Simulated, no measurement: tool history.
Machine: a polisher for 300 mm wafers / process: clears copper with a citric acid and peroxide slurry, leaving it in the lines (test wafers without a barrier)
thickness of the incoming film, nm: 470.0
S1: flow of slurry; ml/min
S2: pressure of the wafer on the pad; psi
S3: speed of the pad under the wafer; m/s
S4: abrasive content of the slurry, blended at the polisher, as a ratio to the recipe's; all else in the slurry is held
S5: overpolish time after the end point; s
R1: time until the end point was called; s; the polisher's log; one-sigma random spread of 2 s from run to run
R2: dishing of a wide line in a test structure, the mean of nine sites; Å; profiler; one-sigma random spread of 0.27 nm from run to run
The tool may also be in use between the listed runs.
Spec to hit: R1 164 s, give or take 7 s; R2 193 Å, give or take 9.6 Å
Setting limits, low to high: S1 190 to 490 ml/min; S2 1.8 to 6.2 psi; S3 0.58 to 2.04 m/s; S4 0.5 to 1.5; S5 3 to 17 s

run  hour   S1   S2   S3  S4  S5      R1      R2
  1     0  315    4  1.3   1   9  113.31  247.18
  2     7  265    4  1.3   1   9  112.93     244
  3  15.3  265  3.7  1.3   1   9  120.42  232.45
  4    20  265  3.4  1.3   1   9  128.17  219.87
  5  24.8  265  3.1  1.3   1   9  139.87   205.4
  6  31.8  265    3  1.3   1   9  141.29   199.7
  7  32.5  265  2.9  1.3   1   9  144.61  201.45
  8  41.1  265  2.8  1.3   1   9  150.12  185.51
  9    46  265  2.7  1.3   1   9  153.01  180.63
 10  51.8  265  2.6  1.3   1   9  158.03  179.41

Next run, 5 choices. One meets every target within its allowed miss, the rest don't. Which?
  A  57.6  225  2.6  1.28   1.3   9   ?   ?
  B  57.6  370  3.1  0.96  1.25  10   ?   ?
  C  57.6  340  2.6  1.54  0.65   9   ?   ?
  D  57.6  320  3.8   0.9  0.95  11   ?   ?
  E  57.6  220  2.2  1.34     1  12   ?   ?

move      R1      R2
   A  149.46  186.37
   B  165.15  188.04
   C  147.64  188.49
   D  161.25  211.18
   E  173.56  211.17
A: meets the target for the result that was furthest off, but another lies outside its allowed miss
B: every result lands within tolerance
C: meets the target for the result that was furthest off, but another lies outside its allowed miss
D: the result that was furthest off in the last run now lies on the other side of its target
E: the result that was furthest off in the last run now lies on the other side of its target
So the answer is move B, the one that meets all the targets.
